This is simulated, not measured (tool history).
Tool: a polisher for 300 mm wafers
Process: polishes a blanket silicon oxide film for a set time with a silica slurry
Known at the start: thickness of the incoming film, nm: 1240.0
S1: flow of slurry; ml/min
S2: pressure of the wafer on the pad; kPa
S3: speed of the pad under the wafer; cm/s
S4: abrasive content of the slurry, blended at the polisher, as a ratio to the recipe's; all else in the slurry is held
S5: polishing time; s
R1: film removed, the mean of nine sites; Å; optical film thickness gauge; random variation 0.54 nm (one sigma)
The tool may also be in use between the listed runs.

| run | hour | S1 | S2 | S3 | S4 | S5 | R1 |
|---|---|---|---|---|---|---|---|
| 1 | 0.0 | 230 | 23.4 | 132 | 1.0 | 38 | 1069.70 |
| 2 | 8.6 | 260 | 23.4 | 132 | 1.0 | 38 | 1092.20 |
| 3 | 17.1 | 260 | 23.4 | 132 | 1.2 | 38 | 1177.10 |
| 4 | 19.3 | 250 | 20.7 | 132 | 1.2 | 38 | 1043.00 |
| 5 | 23.9 | 250 | 26.2 | 132 | 1.2 | 38 | 1322.90 |
| 6 | 31.6 | 245 | 22.8 | 132 | 1.2 | 38 | 1137.10 |
| 7 | 35.3 | 240 | 20.0 | 132 | 1.2 | 38 | 1020.50 |
| 8 | 36.5 | 240 | 20.0 | 132 | 1.2 | 38 | 1008.20 |
| 9 | 43.9 | 235 | 18.6 | 132 | 1.2 | 38 | 939.02 |
| 10 | 45.1 | 225 | 17.2 | 132 | 1.2 | 38 | 860.10 |
| 11 | 47.8 | 210 | 17.2 | 132 | 1.2 | 38 | 845.61 |

The next listed run, before its measurement:
| 12 | 49.2 | 195 | 17.2 | 132 | 1.2 | 38 | ? |

R1: 843.33 Å

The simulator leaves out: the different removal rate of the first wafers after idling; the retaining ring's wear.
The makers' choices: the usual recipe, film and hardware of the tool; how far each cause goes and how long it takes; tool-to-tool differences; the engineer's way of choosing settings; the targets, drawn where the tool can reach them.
